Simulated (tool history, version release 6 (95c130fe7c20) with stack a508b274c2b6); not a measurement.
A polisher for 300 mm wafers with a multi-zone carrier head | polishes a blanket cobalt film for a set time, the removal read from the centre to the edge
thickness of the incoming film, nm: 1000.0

| run | hour | flow of slurry (ml/min) | pressure of the head's centre zone | pressure of the head's middle zone | pressure of the head's edge zone | polishing time (s) | film removed at the wafer's centre (Å) | film removed at mid-radius (Å) | film removed at the wafer's edge (Å) |
|---|---|---|---|---|---|---|---|---|---|
| 1 | 0 | 280 | 1 | 1 | 1 | 65 | 2580 | 2646.3 | 2646.7 |
| 2 | 3.4 | 325 | 1 | 1 | 1 | 65 | 2641.8 | 2643.9 | 2676 |
| 3 | 5 | 330 | 1.01 | 1 | 1.02 | 66 | 2725.7 | 2733.6 | 2698.2 |
| 4 | 7.1 | 330 | 1.01 | 1 | 1.02 | 78 | 3151.4 | 3089.5 | 3229.9 |
| 5 | 9.7 | 330 | 1.01 | 1 | 0.95 | 78 | 3143.7 | 3200.2 | 3119.6 |
| 6 | 17.7 | 385 | 1.01 | 1 | 0.95 | 78 | 3220.8 | 3291.1 | 3131.6 |

The next listed run, before its measurement:
| 7 | 18.4 | 380 | 1.01 | 0.98 | 0.95 | 78 | ? | ? | ? |

Run 7 gave film removed at the wafer's centre (Å) 3221.8, film removed at mid-radius (Å) 3173.1, film removed at the wafer's edge (Å) 3223.6.
